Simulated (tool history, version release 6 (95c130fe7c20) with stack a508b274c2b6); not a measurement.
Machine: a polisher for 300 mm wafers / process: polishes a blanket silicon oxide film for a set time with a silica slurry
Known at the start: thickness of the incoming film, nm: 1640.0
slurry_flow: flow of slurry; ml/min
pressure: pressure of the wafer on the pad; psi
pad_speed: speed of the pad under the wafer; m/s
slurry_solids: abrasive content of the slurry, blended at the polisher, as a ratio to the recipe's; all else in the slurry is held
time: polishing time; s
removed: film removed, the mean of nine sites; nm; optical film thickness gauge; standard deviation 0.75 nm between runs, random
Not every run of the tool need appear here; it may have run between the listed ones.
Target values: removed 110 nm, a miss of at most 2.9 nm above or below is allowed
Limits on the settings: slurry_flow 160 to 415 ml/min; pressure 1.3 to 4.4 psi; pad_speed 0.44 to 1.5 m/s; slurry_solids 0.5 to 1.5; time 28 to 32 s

{"run": 1, "hour": 0.0, "slurry_flow": 265, "pressure": 2.8, "pad_speed": 0.96, "slurry_solids": 1, "time": 32, "removed": 61.952}
{"run": 2, "hour": 4.8, "slurry_flow": 265, "pressure": 3, "pad_speed": 0.96, "slurry_solids": 1, "time": 32, "removed": 65.953}
{"run": 3, "hour": 10.9, "slurry_flow": 265, "pressure": 3.2, "pad_speed": 0.96, "slurry_solids": 1, "time": 32, "removed": 70.609}
{"run": 4, "hour": 16.8, "slurry_flow": 265, "pressure": 3.6, "pad_speed": 0.96, "slurry_solids": 1, "time": 32, "removed": 78.147}
{"run": 5, "hour": 19.8, "slurry_flow": 265, "pressure": 3.6, "pad_speed": 1.08, "slurry_solids": 1, "time": 32, "removed": 87.928}
{"run": 6, "hour": 26.3, "slurry_flow": 305, "pressure": 3.6, "pad_speed": 1.08, "slurry_solids": 1, "time": 32, "removed": 87.918}
{"run": 7, "hour": 30.4, "slurry_flow": 305, "pressure": 3.7, "pad_speed": 1.08, "slurry_solids": 1, "time": 32, "removed": 89.13}
{"run": 8, "hour": 36.2, "slurry_flow": 305, "pressure": 3.8, "pad_speed": 1.08, "slurry_solids": 1, "time": 32, "removed": 91.269}
{"run": 9, "hour": 39.5, "slurry_flow": 305, "pressure": 3.9, "pad_speed": 1.08, "slurry_solids": 1, "time": 32, "removed": 94.162}
{"run": 10, "hour": 47.7, "slurry_flow": 305, "pressure": 4, "pad_speed": 1.08, "slurry_solids": 1, "time": 32, "removed": 96.479}
{"run": 11, "hour": 49.5, "slurry_flow": 305, "pressure": 4.2, "pad_speed": 1.1, "slurry_solids": 1, "time": 32, "removed": 101.79}

Exactly one of the 4 candidate moves below puts every result within its allowed miss. Which one?
{"run": "A", "hour": 51.3, "slurry_flow": 330, "pressure": 4, "pad_speed": 1.42, "slurry_solids": 1, "time": 29, "removed": "?"}
{"run": "B", "hour": 51.3, "slurry_flow": 330, "pressure": 4.3, "pad_speed": 0.98, "slurry_solids": 1.1, "time": 30, "removed": "?"}
{"run": "C", "hour": 51.3, "slurry_flow": 285, "pressure": 4.2, "pad_speed": 1.14, "slurry_solids": 0.9, "time": 29, "removed": "?"}
{"run": "D", "hour": 51.3, "slurry_flow": 350, "pressure": 4.4, "pad_speed": 0.94, "slurry_solids": 1, "time": 31, "removed": "?"}

move=A removed=109.93
move=B removed=93.583
move=C removed=92.602
move=D removed=93.078
A: all results land within tolerance of their targets
B: lands further from the targets than the last run did
C: lands further from the targets than the last run did
D: lands further from the targets than the last run did
Correct choice: A, which meets every target
